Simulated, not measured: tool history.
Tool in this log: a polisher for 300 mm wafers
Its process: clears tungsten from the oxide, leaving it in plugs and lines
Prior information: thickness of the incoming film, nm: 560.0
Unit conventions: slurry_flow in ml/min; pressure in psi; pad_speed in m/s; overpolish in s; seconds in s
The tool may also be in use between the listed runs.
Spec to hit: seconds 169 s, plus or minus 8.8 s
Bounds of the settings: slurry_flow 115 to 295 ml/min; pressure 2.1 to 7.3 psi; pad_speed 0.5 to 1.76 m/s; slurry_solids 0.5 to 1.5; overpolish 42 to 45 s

{"run": 1, "hour": 0.0, "slurry_flow": 190, "pressure": 4.7, "pad_speed": 1.12, "slurry_solids": 1, "overpolish": 42, "seconds": 86.987}
{"run": 2, "hour": 6.5, "slurry_flow": 190, "pressure": 4.7, "pad_speed": 1.12, "slurry_solids": 1.2, "overpolish": 42, "seconds": 85.275}
{"run": 3, "hour": 11.5, "slurry_flow": 190, "pressure": 4.4, "pad_speed": 1.1, "slurry_solids": 1.2, "overpolish": 42, "seconds": 91.989}
{"run": 4, "hour": 14.1, "slurry_flow": 190, "pressure": 4.1, "pad_speed": 1.08, "slurry_solids": 1.2, "overpolish": 42, "seconds": 94.86}
{"run": 5, "hour": 15.5, "slurry_flow": 190, "pressure": 3.8, "pad_speed": 1.02, "slurry_solids": 1.2, "overpolish": 42, "seconds": 110.86}
{"run": 6, "hour": 19.6, "slurry_flow": 190, "pressure": 3.8, "pad_speed": 1.24, "slurry_solids": 1.2, "overpolish": 42, "seconds": 91.649}
{"run": 7, "hour": 24.8, "slurry_flow": 190, "pressure": 3.6, "pad_speed": 1.2, "slurry_solids": 1.2, "overpolish": 42, "seconds": 98.636}
{"run": 8, "hour": 33.5, "slurry_flow": 190, "pressure": 3.4, "pad_speed": 1.16, "slurry_solids": 1.2, "overpolish": 42, "seconds": 105.69}
{"hour": 37.7, "done": "head pressure recalibrated"}
{"run": 9, "hour": 37.7, "slurry_flow": 190, "pressure": 3.2, "pad_speed": 1.12, "slurry_solids": 1.2, "overpolish": 42, "seconds": 108.78}
{"run": 10, "hour": 44.7, "slurry_flow": 190, "pressure": 3, "pad_speed": 1.08, "slurry_solids": 1.2, "overpolish": 42, "seconds": 118.65}
{"run": 11, "hour": 50.8, "slurry_flow": 190, "pressure": 2.9, "pad_speed": 1.04, "slurry_solids": 1.2, "overpolish": 42, "seconds": 131.23}

Of the 5 settings listed for the next run, only one would bring every result within its allowed miss of target. Which one?
{"run": "A", "hour": 56.9, "slurry_flow": 125, "pressure": 2.9, "pad_speed": 1.52, "slurry_solids": 1.45, "overpolish": 42, "seconds": "?"}
{"run": "B", "hour": 56.9, "slurry_flow": 215, "pressure": 2.1, "pad_speed": 0.98, "slurry_solids": 1.4, "overpolish": 42, "seconds": "?"}
{"run": "C", "hour": 56.9, "slurry_flow": 175, "pressure": 2.1, "pad_speed": 0.86, "slurry_solids": 1.2, "overpolish": 42, "seconds": "?"}
{"run": "D", "hour": 56.9, "slurry_flow": 190, "pressure": 2.1, "pad_speed": 1.26, "slurry_solids": 1.05, "overpolish": 45, "seconds": "?"}
{"run": "E", "hour": 56.9, "slurry_flow": 250, "pressure": 2.9, "pad_speed": 1.26, "slurry_solids": 1, "overpolish": 45, "seconds": "?"}

move=A seconds=84.417
move=B seconds=162.77
move=C seconds=197.73
move=D seconds=141.99
move=E seconds=108.08
A: lands further from the targets than the last run did
B: in spec on every target
C: the result that was furthest off in the last run now lies on the other side of its target
D: closes in on the targets versus the last run, not all within tolerance yet
E: lands further from the targets than the last run did
The right move is B.

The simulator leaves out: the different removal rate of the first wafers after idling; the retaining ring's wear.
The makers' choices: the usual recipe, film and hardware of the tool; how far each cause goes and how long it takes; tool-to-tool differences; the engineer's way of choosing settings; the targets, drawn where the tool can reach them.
